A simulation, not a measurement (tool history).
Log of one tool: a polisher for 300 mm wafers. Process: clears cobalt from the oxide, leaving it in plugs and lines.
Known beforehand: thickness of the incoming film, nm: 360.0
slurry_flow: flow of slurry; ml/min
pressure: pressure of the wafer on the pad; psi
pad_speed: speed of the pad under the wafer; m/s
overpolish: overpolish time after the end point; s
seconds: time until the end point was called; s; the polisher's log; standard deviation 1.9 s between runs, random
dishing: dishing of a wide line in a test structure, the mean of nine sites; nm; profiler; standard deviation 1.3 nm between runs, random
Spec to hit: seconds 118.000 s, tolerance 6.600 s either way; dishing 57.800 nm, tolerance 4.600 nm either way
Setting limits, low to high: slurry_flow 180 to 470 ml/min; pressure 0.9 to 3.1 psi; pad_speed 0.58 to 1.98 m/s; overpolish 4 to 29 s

run	hour	slurry_flow	pressure	pad_speed	overpolish	seconds	dishing
1	0.0	300	2.0	1.28	15	57.777	63.144
2	3.0	300	1.8	1.24	16	62.990	60.723
3	11.3	300	1.8	1.46	16	55.204	64.193
4	20.0	300	2.2	1.46	16	46.567	72.730
5	25.3	300	2.0	1.36	17	52.769	68.712
6	32.3	300	1.8	1.26	19	64.090	65.086
7	37.1	300	1.7	1.22	20	71.546	63.513
8	41.0	300	1.6	1.20	21	74.205	64.461
9	48.9	300	1.5	1.18	22	79.573	61.464
10	53.9	300	1.4	1.16	23	90.083	61.533
11	57.3	300	1.3	1.16	23	95.607	58.746
12	57.8	300	1.3	1.16	24	93.613	60.878
13	61.3	300	1.2	1.16	24	101.620	57.406

Which one of the following 4 next-run settings gets every result inside its allowed miss? There is exactly one.
A	64.8	380	1.3	1.02	24	?	?
B	64.8	190	1.1	1.34	29	?	?
C	64.8	365	1.0	1.20	27	?	?
D	64.8	295	1.5	0.96	23	?	?

move	seconds	dishing
A	103.760	57.968
B	101.260	64.950
C	114.110	58.782
D	98.060	58.390
A: an improvement on the last run, though not all results are within tolerance
B: roughly where the last run was
C: hits every target within its allowed miss
D: the biggest miss grows against the last run
Answer: C
